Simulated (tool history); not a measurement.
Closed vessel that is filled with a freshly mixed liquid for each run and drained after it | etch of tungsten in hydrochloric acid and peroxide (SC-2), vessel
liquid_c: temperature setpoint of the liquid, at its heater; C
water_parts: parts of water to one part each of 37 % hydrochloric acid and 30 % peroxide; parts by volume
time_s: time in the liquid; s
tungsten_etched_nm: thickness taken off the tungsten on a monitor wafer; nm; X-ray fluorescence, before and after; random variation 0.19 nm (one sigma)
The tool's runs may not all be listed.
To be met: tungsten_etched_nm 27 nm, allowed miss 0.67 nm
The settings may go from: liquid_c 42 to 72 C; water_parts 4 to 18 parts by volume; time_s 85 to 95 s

run	hour	liquid_c	water_parts	time_s	tungsten_etched_nm
1	0	58	10	85	35.853
2	6.1	60.5	10	85	42.046
3	11.8	56	10	85	31.548
4	14.1	56	10	85	31.853
5	17.6	56	8.5	85	35.947
6	26	55.5	8.5	85	35.127
7	31.4	55	8.5	85	34.082
8	32.2	50.5	8.5	85	25.385
9	40.8	51	8.5	85	26.312

4 next moves are on the table. One of them brings every result within its allowed miss. Which?
A	49.4	50.5	8.5	85	?
B	49.4	51	9.5	90	?
C	49.4	50	8.5	90	?
D	49.4	49	8	95	?

move	tungsten_etched_nm
A	25.432
B	25.416
C	26.047
D	27.001
A: further off than the last run
B: further off than the last run
C: further off than the last run
D: meets every target
Answer: D

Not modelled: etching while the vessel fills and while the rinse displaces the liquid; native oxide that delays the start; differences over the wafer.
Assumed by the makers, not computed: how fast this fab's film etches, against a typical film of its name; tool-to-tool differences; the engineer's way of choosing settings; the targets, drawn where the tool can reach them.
